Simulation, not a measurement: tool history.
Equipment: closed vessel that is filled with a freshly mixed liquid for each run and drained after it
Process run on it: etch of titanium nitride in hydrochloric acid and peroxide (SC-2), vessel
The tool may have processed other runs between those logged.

run    day  temperature setpoint of the liquid (°C)  parts of water to one part each of 37 % hydrochloric acid and 30 % peroxide (parts by volume)  time in the liquid (s)  thickness taken off the titanium nitride on a monitor wafer (angstrom)
  1      0                                       48                                                                                           10.5                     535                                                                  171.44
  2  0.088                                       48                                                                                             12                     535                                                                  151.88
  3  0.462                                       48                                                                                             12                     535                                                                  153.05
  4  0.783                                       48                                                                                           10.5                     535                                                                  174.61
  5  0.979                                       51                                                                                           10.5                     535                                                                  215.83
  6  1.083                                       51                                                                                            8.5                     535                                                                  251.91
  7  1.392                                       53                                                                                            8.5                     535                                                                  292.84
  8  1.554                                       54                                                                                            8.5                     535                                                                  307.37

What does the tool deliver on the next run?
  9  1.596                                       55                                                                                            8.5                     535                                                                       ?

Logged for run 9: thickness taken off the titanium nitride on a monitor wafer (angstrom) 327.39.
